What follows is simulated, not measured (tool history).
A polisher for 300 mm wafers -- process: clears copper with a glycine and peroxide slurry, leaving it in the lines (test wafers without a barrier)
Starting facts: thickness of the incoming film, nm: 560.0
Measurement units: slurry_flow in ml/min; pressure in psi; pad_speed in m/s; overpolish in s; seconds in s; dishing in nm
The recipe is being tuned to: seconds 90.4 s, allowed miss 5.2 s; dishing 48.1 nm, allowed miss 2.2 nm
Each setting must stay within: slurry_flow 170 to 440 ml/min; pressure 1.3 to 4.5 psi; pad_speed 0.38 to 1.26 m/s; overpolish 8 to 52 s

run   hour  slurry_flow  pressure  pad_speed  overpolish  seconds  dishing
  1      0          280       2.9       0.82          26   108.46   80.187
  2    4.5          280       2.9       0.92          26   101.26   83.635
  3    7.3          295       2.7          1          21   103.26   69.983
  4   13.4          295       2.7          1          27   102.71   83.702
  5   20.9          320       2.6       1.06          22   104.75   73.124
  6   28.4          320       2.3       1.06          22   111.46   68.143
  7   32.7          280       2.3       1.12          18   110.24   58.089
  8   36.5          270       2.4       1.16          15   106.49   53.032
  9   45.3          265       2.5       1.18          14    100.5   51.942
 10   52.9          260       2.6        1.2          13   98.937   51.158
 11   57.8          275       2.9       1.24           8   85.429   37.127
 12   65.3          210       2.7       1.26          13   92.465    51.89
 13   68.1          215       2.7       1.26          13   94.678   52.881
 14   70.7          225       2.7       1.26          13   93.094   52.699
 15     76          235       2.7       1.26          13   94.145   52.632
 16   80.7          245       2.7       1.24          13    96.58   51.838
 17     88          250       2.8       1.22          13    88.25   53.817
 18   93.4          260       2.8       1.22          13   91.154   52.967
 19  100.9          260       2.8       1.24           9   89.326   40.372
 20  101.6          250       2.8       1.24          10   89.102    43.63
 21  103.3          230       2.8       1.22          14   91.263   56.532
 22  108.2          250       2.8       1.22          14   92.497   57.167
 23    109          250       2.9       1.18          14   90.603   57.781
 24  114.2          250       2.9       1.18          14   91.672   57.522
 25  118.4          270       2.8        1.2          14    91.25   57.131

Which one of the following 4 next-run settings gets every result inside its allowed miss? There is exactly one.
  A  122.6          215       2.8       1.26          13        ?        ?
  B  122.6          370       3.3        0.9          11        ?        ?
  C  122.6          285       2.7       1.26          19        ?        ?
  D  122.6          300       2.8       1.18          19        ?        ?

move  seconds  dishing
   A   91.867   52.413
   B   92.057   46.257
   C   91.765   69.694
   D   92.131   69.824
A: moves toward the targets from the last run without getting all of them in spec
B: each result inside its tolerance
C: misses by more than the last run did
D: misses by more than the last run did
The right move is B.
